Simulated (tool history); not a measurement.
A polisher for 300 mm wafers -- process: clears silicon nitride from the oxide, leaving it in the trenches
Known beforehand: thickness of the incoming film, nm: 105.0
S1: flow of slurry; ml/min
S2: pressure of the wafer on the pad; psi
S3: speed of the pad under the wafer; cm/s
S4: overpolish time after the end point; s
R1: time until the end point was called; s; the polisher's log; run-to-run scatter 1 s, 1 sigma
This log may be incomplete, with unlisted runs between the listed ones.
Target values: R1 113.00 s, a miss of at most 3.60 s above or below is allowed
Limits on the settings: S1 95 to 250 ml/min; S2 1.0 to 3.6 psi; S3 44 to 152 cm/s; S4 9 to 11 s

run 1 hour=0.0 | S1=160 S2=2.3 S3=98 S4=11 | R1=143.79
run 2 hour=7.2 | S1=125 S2=2.3 S3=98 S4=11 | R1=150.73
run 3 hour=8.3 | S1=130 S2=2.4 S3=98 S4=11 | R1=142.72
run 4 hour=9.3 | S1=135 S2=2.5 S3=98 S4=11 | R1=137.45
run 5 hour=11.7 | S1=140 S2=2.5 S3=98 S4=11 | R1=136.85
run 6 hour=16.8 | S1=155 S2=2.5 S3=98 S4=11 | R1=132.82
run 7 hour=19.2 | S1=160 S2=2.5 S3=98 S4=11 | R1=131.94
run 8 hour=24.9 | S1=165 S2=2.5 S3=98 S4=11 | R1=130.66

Of the 5 settings listed for the next run, only one would bring every result within its allowed miss of target. Which one?
run A hour=30.6 | S1=170 S2=2.5 S3=82 S4=11 | R1=?
run B hour=30.6 | S1=170 S2=3.2 S3=90 S4=11 | R1=?
run C hour=30.6 | S1=170 S2=2.8 S3=116 S4=11 | R1=?
run D hour=30.6 | S1=195 S2=2.0 S3=94 S4=9 | R1=?
run E hour=30.6 | S1=250 S2=2.1 S3=82 S4=11 | R1=?

move=A R1=150.76
move=B R1=112.60
move=C R1=104.46
move=D R1=162.22
move=E R1=166.86
A: its largest miss is bigger than the last run's
B: every result lands within tolerance
C: takes the biggest miss from the last run beyond its target
D: its largest miss is bigger than the last run's
E: its largest miss is bigger than the last run's
The right move is B.
